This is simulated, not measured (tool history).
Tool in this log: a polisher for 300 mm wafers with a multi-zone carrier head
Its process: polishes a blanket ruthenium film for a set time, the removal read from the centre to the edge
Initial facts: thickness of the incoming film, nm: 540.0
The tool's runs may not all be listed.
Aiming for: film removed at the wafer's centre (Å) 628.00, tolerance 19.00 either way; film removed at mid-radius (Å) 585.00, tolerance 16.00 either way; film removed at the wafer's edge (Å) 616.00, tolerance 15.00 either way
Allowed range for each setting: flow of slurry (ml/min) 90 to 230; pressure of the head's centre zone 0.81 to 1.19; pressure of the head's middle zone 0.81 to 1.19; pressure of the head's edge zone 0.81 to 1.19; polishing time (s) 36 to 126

| run | hour | flow of slurry (ml/min) | pressure of the head's centre zone | pressure of the head's middle zone | pressure of the head's edge zone | polishing time (s) | film removed at the wafer's centre (Å) | film removed at mid-radius (Å) | film removed at the wafer's edge (Å) |
|---|---|---|---|---|---|---|---|---|---|
| 1 | 0.0 | 150 | 1.00 | 1.00 | 1.00 | 81 | 801.39 | 782.34 | 799.93 |
| 2 | 2.1 | 145 | 1.00 | 0.99 | 0.98 | 80 | 781.80 | 764.64 | 779.57 |
| 3 | 3.1 | 140 | 1.00 | 0.98 | 0.97 | 79 | 771.85 | 743.67 | 772.22 |
| 4 | 6.4 | 120 | 1.00 | 0.98 | 0.97 | 79 | 744.93 | 715.86 | 747.44 |
| 5 | 11.8 | 120 | 1.00 | 0.98 | 0.91 | 79 | 758.35 | 725.39 | 722.68 |
| 6 | 19.3 | 120 | 1.00 | 0.98 | 0.86 | 79 | 739.82 | 716.07 | 712.92 |
| 7 | 26.5 | 120 | 1.00 | 0.97 | 0.86 | 78 | 733.92 | 711.01 | 698.71 |
| 8 | 29.6 | 120 | 1.00 | 0.96 | 0.86 | 77 | 723.18 | 681.14 | 695.50 |
| 9 | 37.9 | 120 | 1.00 | 0.96 | 0.86 | 76 | 707.17 | 694.42 | 685.82 |
| 10 | 39.4 | 115 | 1.00 | 0.95 | 0.86 | 75 | 701.91 | 661.54 | 669.70 |
| 11 | 46.3 | 115 | 1.00 | 0.94 | 0.86 | 75 | 695.10 | 662.08 | 669.99 |
| 12 | 47.4 | 115 | 1.00 | 0.93 | 0.86 | 75 | 698.97 | 650.00 | 663.81 |
| 13 | 51.7 | 115 | 0.99 | 0.92 | 0.86 | 75 | 691.18 | 647.71 | 663.62 |
| 14 | 53.6 | 115 | 0.99 | 0.91 | 0.86 | 75 | 693.19 | 627.88 | 669.61 |
| 15 | 58.3 | 105 | 0.97 | 0.91 | 0.83 | 73 | 644.82 | 601.77 | 629.30 |

Which single option among these 5 for the next run brings every result within its allowed miss of target? Just one does.
| A | 63.0 | 100 | 1.04 | 1.01 | 0.81 | 71 | ? | ? | ? |
| B | 63.0 | 90 | 0.95 | 0.98 | 0.81 | 76 | ? | ? | ? |
| C | 63.0 | 90 | 0.98 | 0.90 | 0.81 | 74 | ? | ? | ? |
| D | 63.0 | 130 | 1.02 | 1.00 | 0.81 | 68 | ? | ? | ? |
| E | 63.0 | 110 | 0.94 | 0.93 | 0.87 | 73 | ? | ? | ? |

| move | film removed at the wafer's centre (Å) | film removed at mid-radius (Å) | film removed at the wafer's edge (Å) |
|---|---|---|---|
| A | 669.40 | 632.48 | 604.27 |
| B | 632.23 | 641.27 | 634.45 |
| C | 634.83 | 581.41 | 618.41 |
| D | 675.01 | 639.41 | 604.41 |
| E | 638.80 | 621.96 | 652.78 |
A: further off than the last run
B: further off than the last run
C: meets every target
D: further off than the last run
E: further off than the last run
So the answer is move C, the one that meets all the targets.
